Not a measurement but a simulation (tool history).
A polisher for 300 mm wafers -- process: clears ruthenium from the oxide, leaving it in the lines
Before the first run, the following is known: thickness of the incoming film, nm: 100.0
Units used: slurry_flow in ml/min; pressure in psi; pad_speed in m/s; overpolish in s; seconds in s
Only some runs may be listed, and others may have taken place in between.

Run 1, hour 0.0: slurry_flow 145 ml/min, pressure 2.6 psi, pad_speed 0.92 m/s, overpolish 45 s. Result: seconds 70.230 s.
Run 2, hour 2.4: slurry_flow 145 ml/min, pressure 2.4 psi, pad_speed 0.92 m/s, overpolish 45 s. Result: seconds 77.874 s.
Run 3, hour 5.2: slurry_flow 145 ml/min, pressure 2.8 psi, pad_speed 0.92 m/s, overpolish 45 s. Result: seconds 65.650 s.
Run 4, hour 7.1: slurry_flow 145 ml/min, pressure 2.6 psi, pad_speed 0.90 m/s, overpolish 45 s. Result: seconds 73.350 s.
Run 5, hour 10.4: slurry_flow 145 ml/min, pressure 2.6 psi, pad_speed 0.90 m/s, overpolish 45 s. Result: seconds 73.807 s.
Run 6, hour 19.4: slurry_flow 145 ml/min, pressure 2.4 psi, pad_speed 0.90 m/s, overpolish 45 s. Result: seconds 80.700 s.
Run 7, hour 24.0: slurry_flow 145 ml/min, pressure 2.4 psi, pad_speed 0.90 m/s, overpolish 45 s. Result: seconds 78.303 s.

What does the tool deliver on the next run?
Run 8, hour 26.3: slurry_flow 145 ml/min, pressure 2.3 psi, pad_speed 0.90 m/s, overpolish 45 s. Result: seconds ?.

Run 8 produced seconds 79.462 s.
